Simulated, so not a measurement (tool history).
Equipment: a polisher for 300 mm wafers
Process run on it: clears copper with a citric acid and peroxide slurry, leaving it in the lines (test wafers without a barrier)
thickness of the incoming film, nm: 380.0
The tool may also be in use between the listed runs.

run,hour,flow of slurry (ml/min),pressure of the wafer on the pad (kPa),speed of the pad under the wafer (cm/s),abrasive content of the slurry,overpolish time after the end point (s),time until the end point was called (s),dishing of a wide line in a test structure (Å)
1,0,140,18.6,120,1,26,157.16,366.55
2,6.3,140,18.6,120,1.2,26,147.52,374.47
3,12.7,130,17.2,118,1.15,29,164.48,365.85
4,13.4,120,15.9,116,1.1,32,190.35,354.19
5,14.1,120,15.9,116,1.1,26,189.92,303.62
6,20.2,120,17.9,116,1.1,26,169.99,337.3
7,25.3,110,17.2,114,1.05,29,182.93,341.56
8,27.5,105,16.5,112,1,32,196.36,351.07

The next listed run, before its measurement:
# hour 34.3: head pressure recalibrated
9,34.3,100,15.9,112,0.95,34,?,?

For run 9 the tool returned time until the end point was called (s) 195.48, dishing of a wide line in a test structure (Å) 371.21.

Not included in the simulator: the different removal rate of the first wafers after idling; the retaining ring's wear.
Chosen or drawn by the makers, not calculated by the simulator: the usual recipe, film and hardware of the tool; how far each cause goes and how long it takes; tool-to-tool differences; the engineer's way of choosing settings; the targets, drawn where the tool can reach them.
